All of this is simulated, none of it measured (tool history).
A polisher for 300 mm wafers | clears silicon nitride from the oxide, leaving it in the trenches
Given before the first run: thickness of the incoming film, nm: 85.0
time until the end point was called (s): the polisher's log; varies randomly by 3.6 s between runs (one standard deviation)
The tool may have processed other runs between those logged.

run,hour,flow of slurry (ml/min),pressure of the wafer on the pad (psi),speed of the pad under the wafer (m/s),overpolish time after the end point (s),time until the end point was called (s)
1,0,185,2.5,0.76,2,140.02
2,8.2,185,2.5,0.84,2,126.51
3,12.1,185,2.5,0.84,2,125.93
4,15.4,185,2.3,0.82,2,140.42
5,23.4,165,2.3,0.82,2,144.42
6,29.2,165,2.3,0.82,2,143.52
7,38,165,2.2,0.8,2,152.58
8,45.7,165,2.1,0.78,2,166.84

Run 9, settings as shown, results not yet in. Your forecast:
9,46.5,165,2,0.76,2,?

time until the end point was called (s): 176.98

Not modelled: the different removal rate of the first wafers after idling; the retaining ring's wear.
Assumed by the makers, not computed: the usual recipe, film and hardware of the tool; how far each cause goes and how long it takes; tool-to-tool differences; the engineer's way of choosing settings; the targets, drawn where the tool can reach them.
